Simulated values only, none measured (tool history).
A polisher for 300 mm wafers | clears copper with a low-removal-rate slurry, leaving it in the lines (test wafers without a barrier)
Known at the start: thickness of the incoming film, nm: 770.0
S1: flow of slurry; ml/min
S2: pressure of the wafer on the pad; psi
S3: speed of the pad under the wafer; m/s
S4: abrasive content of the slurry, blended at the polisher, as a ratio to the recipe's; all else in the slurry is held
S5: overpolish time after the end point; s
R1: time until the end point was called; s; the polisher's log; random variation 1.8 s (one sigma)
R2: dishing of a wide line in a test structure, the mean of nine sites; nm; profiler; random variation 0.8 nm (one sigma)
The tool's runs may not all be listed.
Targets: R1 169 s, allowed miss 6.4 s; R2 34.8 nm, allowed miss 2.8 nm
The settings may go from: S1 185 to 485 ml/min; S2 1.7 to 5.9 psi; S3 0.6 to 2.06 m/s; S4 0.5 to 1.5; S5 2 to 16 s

{"run": 1, "hour": 0.0, "S1": 310, "S2": 3.8, "S3": 1.32, "S4": 1, "S5": 8, "R1": 201.12, "R2": 26.609}
{"run": 2, "hour": 0.7, "S1": 310, "S2": 3.8, "S3": 1.32, "S4": 1, "S5": 9, "R1": 200.16, "R2": 29.727}
{"run": 3, "hour": 5.8, "S1": 310, "S2": 3.8, "S3": 1.2, "S4": 1, "S5": 9, "R1": 221.26, "R2": 27.896}
{"run": 4, "hour": 8.8, "S1": 310, "S2": 4.1, "S3": 1.2, "S4": 1, "S5": 9, "R1": 205.02, "R2": 28.895}
{"run": 5, "hour": 16.0, "S1": 285, "S2": 4.1, "S3": 1.2, "S4": 1, "S5": 9, "R1": 203.12, "R2": 30.161}
{"run": 6, "hour": 17.4, "S1": 285, "S2": 4.1, "S3": 1.2, "S4": 1.2, "S5": 9, "R1": 199.82, "R2": 31.733}
{"run": 7, "hour": 23.4, "S1": 285, "S2": 4.8, "S3": 1.22, "S4": 1.2, "S5": 8, "R1": 172.96, "R2": 29.963}
{"run": 8, "hour": 28.4, "S1": 285, "S2": 4.8, "S3": 1.22, "S4": 1.2, "S5": 8, "R1": 175.12, "R2": 31.297}
{"run": 9, "hour": 36.9, "S1": 285, "S2": 4.9, "S3": 1.22, "S4": 1.2, "S5": 8, "R1": 170.54, "R2": 30.33}

4 next moves are on the table. One of them brings every result within its allowed miss. Which?
{"run": "A", "hour": 45.4, "S1": 385, "S2": 4.8, "S3": 1.26, "S4": 1.05, "S5": 9, "R1": "?", "R2": "?"}
{"run": "B", "hour": 45.4, "S1": 285, "S2": 4.2, "S3": 1.52, "S4": 1.25, "S5": 11, "R1": "?", "R2": "?"}
{"run": "C", "hour": 45.4, "S1": 320, "S2": 4.1, "S3": 1.34, "S4": 1.4, "S5": 11, "R1": "?", "R2": "?"}
{"run": "D", "hour": 45.4, "S1": 255, "S2": 5.2, "S3": 1.2, "S4": 1.35, "S5": 7, "R1": "?", "R2": "?"}

move=A R1=170.27 R2=36.244
move=B R1=154.71 R2=46.836
move=C R1=171.35 R2=42.857
move=D R1=163.97 R2=29.916
A: meets every target
B: takes the result that was furthest off past its target
C: takes the result that was furthest off past its target
D: further off than the last run
The right move is A.
